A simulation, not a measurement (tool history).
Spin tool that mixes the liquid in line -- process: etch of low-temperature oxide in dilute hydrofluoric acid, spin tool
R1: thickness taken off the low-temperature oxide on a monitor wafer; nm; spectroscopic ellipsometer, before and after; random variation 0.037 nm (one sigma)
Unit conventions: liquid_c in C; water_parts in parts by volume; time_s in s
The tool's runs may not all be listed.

run 1 hour=0 | liquid_c=24 water_parts=180 time_s=300 | R1=15.35
run 2 hour=6.5 | liquid_c=22 water_parts=185 time_s=300 | R1=13.776
run 3 hour=8.9 | liquid_c=22 water_parts=185 time_s=300 | R1=13.809
run 4 hour=17 | liquid_c=20.5 water_parts=190 time_s=300 | R1=12.546
run 5 hour=24.6 | liquid_c=19.5 water_parts=190 time_s=300 | R1=12.129
run 6 hour=30.9 | liquid_c=19.5 water_parts=190 time_s=300 | R1=12.176

What will run 7 give?
run 7 hour=35 | liquid_c=19 water_parts=190 time_s=300 | R1=?

R1: 11.908 nm
